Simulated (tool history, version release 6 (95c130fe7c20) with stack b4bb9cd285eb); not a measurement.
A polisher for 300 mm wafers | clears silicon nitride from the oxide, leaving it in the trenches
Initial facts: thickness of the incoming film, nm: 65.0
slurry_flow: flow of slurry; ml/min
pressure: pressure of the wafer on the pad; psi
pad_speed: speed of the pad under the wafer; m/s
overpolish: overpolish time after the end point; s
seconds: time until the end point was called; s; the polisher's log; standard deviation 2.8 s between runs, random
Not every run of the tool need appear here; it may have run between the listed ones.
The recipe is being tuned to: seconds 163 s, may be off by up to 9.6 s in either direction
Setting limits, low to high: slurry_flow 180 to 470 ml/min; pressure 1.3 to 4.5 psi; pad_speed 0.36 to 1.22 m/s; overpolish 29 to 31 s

run 1 hour=0 | slurry_flow=300 pressure=2.9 pad_speed=0.78 overpolish=29 | seconds=97.535
run 2 hour=8.3 | slurry_flow=300 pressure=2.7 pad_speed=0.78 overpolish=29 | seconds=108.68
run 3 hour=14 | slurry_flow=300 pressure=2.7 pad_speed=0.78 overpolish=31 | seconds=105.81
run 4 hour=21.8 | slurry_flow=300 pressure=2.7 pad_speed=0.92 overpolish=31 | seconds=92.348
run 5 hour=27.4 | slurry_flow=300 pressure=2.7 pad_speed=0.92 overpolish=31 | seconds=90.101
run 6 hour=30.5 | slurry_flow=300 pressure=2.7 pad_speed=1.06 overpolish=31 | seconds=79.49
run 7 hour=33.9 | slurry_flow=285 pressure=1.9 pad_speed=0.84 overpolish=31 | seconds=136.66
run 8 hour=34.8 | slurry_flow=285 pressure=1.8 pad_speed=0.84 overpolish=31 | seconds=147.41

Below are 4 possible settings for the next run. Only one of them brings all results inside the allowed miss of their targets. Which is it?
run A hour=35.7 | slurry_flow=270 pressure=1.7 pad_speed=0.72 overpolish=30 | seconds=?
run B hour=35.7 | slurry_flow=335 pressure=1.9 pad_speed=0.72 overpolish=31 | seconds=?
run C hour=35.7 | slurry_flow=320 pressure=2 pad_speed=0.76 overpolish=31 | seconds=?
run D hour=35.7 | slurry_flow=240 pressure=1.5 pad_speed=1.16 overpolish=31 | seconds=?

move=A seconds=181.47
move=B seconds=159.83
move=C seconds=145
move=D seconds=130.19
A: moves the result that the last run missed by most past its target, out the other side
B: all results in spec
C: lands further from the targets than the last run did
D: lands further from the targets than the last run did
Go with B: it meets all targets.
